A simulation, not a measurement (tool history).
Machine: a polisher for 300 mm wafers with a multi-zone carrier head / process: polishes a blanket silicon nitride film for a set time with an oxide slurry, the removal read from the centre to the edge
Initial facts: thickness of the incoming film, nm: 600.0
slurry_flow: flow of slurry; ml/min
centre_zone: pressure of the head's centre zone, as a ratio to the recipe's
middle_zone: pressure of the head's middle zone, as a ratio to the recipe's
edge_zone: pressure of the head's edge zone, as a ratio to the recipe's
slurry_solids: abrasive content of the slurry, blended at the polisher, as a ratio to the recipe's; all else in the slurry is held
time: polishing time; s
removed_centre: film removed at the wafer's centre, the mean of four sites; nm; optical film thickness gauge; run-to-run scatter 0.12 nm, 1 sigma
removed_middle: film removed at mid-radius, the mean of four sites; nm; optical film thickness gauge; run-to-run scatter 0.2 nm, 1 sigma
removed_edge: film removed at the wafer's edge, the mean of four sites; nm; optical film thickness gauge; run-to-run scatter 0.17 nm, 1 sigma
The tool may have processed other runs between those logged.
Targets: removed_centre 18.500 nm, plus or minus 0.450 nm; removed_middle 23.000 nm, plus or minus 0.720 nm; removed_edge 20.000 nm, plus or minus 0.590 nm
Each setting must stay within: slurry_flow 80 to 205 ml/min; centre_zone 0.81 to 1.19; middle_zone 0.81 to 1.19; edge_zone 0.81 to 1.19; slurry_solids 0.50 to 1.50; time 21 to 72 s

run	day	slurry_flow	centre_zone	middle_zone	edge_zone	slurry_solids	time	removed_centre	removed_middle	removed_edge
1	0.000	135	1.00	1.00	1.00	1.00	46	22.791	21.795	21.831
2	0.021	135	1.00	1.00	0.93	1.00	46	22.477	22.219	21.016
3	0.238	135	1.00	1.00	1.01	1.00	46	22.756	21.878	22.104
4	0.275	125	0.98	1.02	1.00	1.00	46	21.417	21.785	21.583
5	0.475	125	1.06	1.02	1.00	1.00	46	23.475	21.465	21.290
6	0.558	120	1.04	1.04	0.99	1.00	46	22.905	21.982	21.334
7	0.808	115	1.02	1.05	0.98	1.00	46	22.040	21.820	21.019
8	1.100	110	1.00	1.07	0.97	1.00	46	21.296	21.869	20.315
9	1.138	105	0.98	1.09	0.97	1.00	46	20.389	21.949	20.256
10	1.242	100	0.97	1.10	0.97	1.00	46	20.050	21.692	20.158
11	1.571	100	0.96	1.11	0.97	1.00	46	19.675	21.916	20.289
12	1.738	100	0.95	1.12	0.97	1.00	46	19.594	22.238	20.134
13	2.100	100	0.94	1.13	0.97	1.00	46	19.355	22.350	20.382
14	2.425	100	0.94	1.14	0.97	1.00	46	19.478	22.669	20.152
15	2.612	85	0.90	1.18	0.99	1.00	46	17.597	21.896	19.520

Which single option among these 4 for the next run brings every result within its allowed miss of target? Just one does.
A	2.800	90	0.90	1.18	1.00	1.05	42	?	?	?
B	2.800	85	0.93	1.13	1.01	0.85	51	?	?	?
C	2.800	85	1.04	1.08	1.04	1.05	43	?	?	?
D	2.800	120	0.90	1.19	1.03	1.10	41	?	?	?

move	removed_centre	removed_middle	removed_edge
A	16.753	20.703	18.607
B	18.027	20.897	19.758
C	19.116	19.196	19.163
D	18.616	22.856	20.083
A: further off than the last run
B: further off than the last run
C: carries the result that was furthest off beyond its target, to the other side
D: every result lands within tolerance
Correct choice: D, which meets every target

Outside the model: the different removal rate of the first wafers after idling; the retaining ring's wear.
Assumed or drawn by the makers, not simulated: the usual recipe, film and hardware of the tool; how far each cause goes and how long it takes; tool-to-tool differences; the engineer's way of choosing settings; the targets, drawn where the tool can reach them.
